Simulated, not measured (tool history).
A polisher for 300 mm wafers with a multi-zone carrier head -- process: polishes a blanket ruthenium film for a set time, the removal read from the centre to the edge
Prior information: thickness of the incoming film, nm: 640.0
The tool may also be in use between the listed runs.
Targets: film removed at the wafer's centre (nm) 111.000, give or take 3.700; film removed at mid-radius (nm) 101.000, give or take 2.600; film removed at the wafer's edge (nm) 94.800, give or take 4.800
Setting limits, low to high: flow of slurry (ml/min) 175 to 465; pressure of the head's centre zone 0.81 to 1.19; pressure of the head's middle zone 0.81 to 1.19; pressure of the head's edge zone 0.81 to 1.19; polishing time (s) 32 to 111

run  hour  flow of slurry (ml/min)  pressure of the head's centre zone  pressure of the head's middle zone  pressure of the head's edge zone  polishing time (s)  film removed at the wafer's centre (nm)  film removed at mid-radius (nm)  film removed at the wafer's edge (nm)
  1   0.0                      295                                1.00                                1.00                              1.00                  71                                  131.250                          133.840                                129.350
  2   2.9                      295                                1.00                                0.99                              0.98                  69                                  129.130                          127.710                                130.480
  3  11.2                      295                                1.00                                1.05                              0.98                  69                                  128.360                          135.980                                128.370
  4  16.8                      300                                1.01                                1.05                              0.98                  67                                  125.640                          130.740                                126.320
  5  21.7                      300                                1.01                                1.05                              1.06                  67                                  125.880                          131.020                                127.470
  6  27.5                      300                                1.01                                1.05                              1.06                  61                                  112.660                          120.320                                119.940
  7  35.7                      300                                1.01                                1.05                              1.06                  61                                  114.070                          118.620                                119.730
  8  41.1                      295                                1.02                                1.05                              1.03                  60                                  111.480                          116.470                                115.890
  9  44.7                      285                                1.04                                1.05                              1.01                  59                                  111.210                          115.450                                112.080
 10  48.3                      285                                1.04                                1.05                              1.01                  59                                  113.690                          113.260                                113.090
 11  51.5                      275                                1.10                                1.01                              0.91                  52                                  104.100                           98.383                                 93.570

Next run, 5 choices. One meets every target within its allowed miss, the rest don't. Which?
  A  54.7                      290                                1.18                                0.93                              0.89                  53                                        ?                                ?                                      ?
  B  54.7                      295                                1.07                                1.09                              0.89                  49                                        ?                                ?                                      ?
  C  54.7                      265                                1.04                                0.99                              0.86                  53                                        ?                                ?                                      ?
  D  54.7                      305                                1.14                                1.02                              0.89                  53                                        ?                                ?                                      ?
  E  54.7                      275                                1.06                                1.03                              0.94                  50                                        ?                                ?                                      ?

move  film removed at the wafer's centre (nm)  film removed at mid-radius (nm)  film removed at the wafer's edge (nm)
   A                                  116.320                           93.873                                 93.845
   B                                   97.680                           99.418                                 86.652
   C                                  101.790                           98.405                                 91.898
   D                                  112.830                          101.810                                 93.970
   E                                   98.185                           96.217                                 90.430
A: takes the biggest miss from the last run beyond its target
B: lands further from the targets than the last run did
C: lands further from the targets than the last run did
D: every result lands within tolerance
E: lands further from the targets than the last run did
The move that meets every target is D.

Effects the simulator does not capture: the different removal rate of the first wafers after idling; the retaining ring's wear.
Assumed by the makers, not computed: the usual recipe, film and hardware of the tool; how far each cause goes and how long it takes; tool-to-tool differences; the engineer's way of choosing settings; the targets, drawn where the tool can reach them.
